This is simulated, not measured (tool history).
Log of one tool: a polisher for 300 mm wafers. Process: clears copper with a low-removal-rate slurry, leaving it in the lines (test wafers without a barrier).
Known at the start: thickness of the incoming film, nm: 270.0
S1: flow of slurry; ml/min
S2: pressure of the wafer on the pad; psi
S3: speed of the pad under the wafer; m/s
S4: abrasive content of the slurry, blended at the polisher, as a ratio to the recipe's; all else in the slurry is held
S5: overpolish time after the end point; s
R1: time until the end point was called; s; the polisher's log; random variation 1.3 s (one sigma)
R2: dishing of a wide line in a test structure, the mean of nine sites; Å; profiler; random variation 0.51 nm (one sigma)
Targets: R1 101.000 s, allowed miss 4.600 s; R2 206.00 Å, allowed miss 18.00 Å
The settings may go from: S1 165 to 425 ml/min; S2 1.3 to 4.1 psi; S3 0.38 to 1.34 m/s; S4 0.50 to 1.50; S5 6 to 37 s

Run 1, hour 0.0: S1 275 ml/min, S2 2.7 psi, S3 0.86 m/s, S4 1.00, S5 19 s. Result: R1 140.110 s, R2 259.51 Å.
Run 2, hour 5.3: S1 275 ml/min, S2 2.7 psi, S3 1.02 m/s, S4 1.00, S5 19 s. Result: R1 119.220 s, R2 304.80 Å.
Run 3, hour 13.4: S1 275 ml/min, S2 2.7 psi, S3 1.02 m/s, S4 1.00, S5 16 s. Result: R1 119.460 s, R2 267.17 Å.
Run 4, hour 19.3: S1 275 ml/min, S2 2.7 psi, S3 1.02 m/s, S4 1.10, S5 16 s. Result: R1 118.900 s, R2 264.91 Å.
Run 5, hour 24.0: S1 275 ml/min, S2 2.8 psi, S3 1.02 m/s, S4 1.10, S5 14 s. Result: R1 113.540 s, R2 248.83 Å.
Run 6, hour 31.9: S1 275 ml/min, S2 2.9 psi, S3 1.02 m/s, S4 1.10, S5 13 s. Result: R1 108.800 s, R2 247.00 Å.
Run 7, hour 39.3: S1 275 ml/min, S2 2.9 psi, S3 1.02 m/s, S4 1.10, S5 13 s. Result: R1 113.400 s, R2 240.94 Å.
Run 8, hour 41.0: S1 275 ml/min, S2 3.2 psi, S3 1.02 m/s, S4 1.10, S5 6 s. Result: R1 97.044 s, R2 126.44 Å.
Run 9, hour 44.8: S1 275 ml/min, S2 3.1 psi, S3 1.04 m/s, S4 1.15, S5 7 s. Result: R1 100.820 s, R2 150.89 Å.
Run 10, hour 51.5: S1 275 ml/min, S2 3.1 psi, S3 1.06 m/s, S4 1.20, S5 7 s. Result: R1 97.961 s, R2 159.22 Å.
Run 11, hour 55.2: S1 275 ml/min, S2 3.0 psi, S3 1.08 m/s, S4 1.25, S5 8 s. Result: R1 96.212 s, R2 171.20 Å.

5 next moves are on the table. One of them brings every result within its allowed miss. Which?
Run A, hour 58.9: S1 275 ml/min, S2 4.1 psi, S3 0.88 m/s, S4 1.05, S5 9 s. Result: R1 ?, R2 ?.
Run B, hour 58.9: S1 275 ml/min, S2 2.9 psi, S3 1.08 m/s, S4 1.30, S5 14 s. Result: R1 ?, R2 ?.
Run C, hour 58.9: S1 295 ml/min, S2 2.4 psi, S3 1.32 m/s, S4 1.35, S5 12 s. Result: R1 ?, R2 ?.
Run D, hour 58.9: S1 265 ml/min, S2 2.7 psi, S3 1.18 m/s, S4 1.15, S5 12 s. Result: R1 ?, R2 ?.
Run E, hour 58.9: S1 290 ml/min, S2 2.8 psi, S3 1.14 m/s, S4 1.15, S5 10 s. Result: R1 ?, R2 ?.

move       R1      R2
   A   92.401  204.72
   B  101.930  272.13
   C   99.177  242.81
   D  103.000  236.27
   E  101.860  204.04
A: brings the result that was furthest off to its target, and leaves another outside
B: takes the result that was furthest off past its target
C: takes the result that was furthest off past its target
D: takes the result that was furthest off past its target
E: meets every target
Answer: E
